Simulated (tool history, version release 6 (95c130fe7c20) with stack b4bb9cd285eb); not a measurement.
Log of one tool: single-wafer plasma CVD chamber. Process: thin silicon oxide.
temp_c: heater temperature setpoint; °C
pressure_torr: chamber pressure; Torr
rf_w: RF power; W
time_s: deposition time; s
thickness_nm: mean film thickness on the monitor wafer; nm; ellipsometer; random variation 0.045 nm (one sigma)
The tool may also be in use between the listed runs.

Run 1, hour 0: temp_c 415 °C, pressure_torr 0.769 Torr, rf_w 320 W, time_s 7.07 s. Result: thickness_nm 12.906 nm.
Run 2, hour 1.9: temp_c 415 °C, pressure_torr 0.725 Torr, rf_w 320 W, time_s 7.07 s. Result: thickness_nm 12.213 nm.
Run 3, hour 8.8: temp_c 415 °C, pressure_torr 0.725 Torr, rf_w 320 W, time_s 7.07 s. Result: thickness_nm 12.247 nm.
Run 4, hour 12.1: temp_c 415 °C, pressure_torr 0.691 Torr, rf_w 320 W, time_s 7.07 s. Result: thickness_nm 11.52 nm.
Run 5, hour 15.5: temp_c 407 °C, pressure_torr 0.691 Torr, rf_w 320 W, time_s 7.07 s. Result: thickness_nm 11.653 nm.
Run 6, hour 21.2: temp_c 407 °C, pressure_torr 0.671 Torr, rf_w 320 W, time_s 7.07 s. Result: thickness_nm 11.249 nm.

Forecast run 7:
Run 7, hour 26.1: temp_c 407 °C, pressure_torr 0.659 Torr, rf_w 320 W, time_s 7.07 s. Result: thickness_nm ?.

{"run 7": {"thickness_nm": 11.19}}
